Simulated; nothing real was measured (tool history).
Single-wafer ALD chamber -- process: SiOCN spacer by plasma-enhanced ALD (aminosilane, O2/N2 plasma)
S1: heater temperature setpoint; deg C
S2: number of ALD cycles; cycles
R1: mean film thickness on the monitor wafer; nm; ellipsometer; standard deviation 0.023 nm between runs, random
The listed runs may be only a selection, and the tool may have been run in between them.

Run 1, hour 0.0: S1 405 deg C, S2 96 cycles. Result: R1 6.1004 nm.
Run 2, hour 8.7: S1 405 deg C, S2 87 cycles. Result: R1 5.5000 nm.
Run 3, hour 17.0: S1 394 deg C, S2 87 cycles. Result: R1 5.5122 nm.
Run 4, hour 18.4: S1 394 deg C, S2 80 cycles. Result: R1 5.1138 nm.
Run 5, hour 26.7: S1 400 deg C, S2 80 cycles. Result: R1 5.1284 nm.
Run 6, hour 33.7: S1 400 deg C, S2 73 cycles. Result: R1 4.6254 nm.

Run 7 is up next; what results do you expect?
Run 7, hour 34.7: S1 400 deg C, S2 73 cycles. Result: R1 ?.

Run 7 produced R1 4.6719 nm.

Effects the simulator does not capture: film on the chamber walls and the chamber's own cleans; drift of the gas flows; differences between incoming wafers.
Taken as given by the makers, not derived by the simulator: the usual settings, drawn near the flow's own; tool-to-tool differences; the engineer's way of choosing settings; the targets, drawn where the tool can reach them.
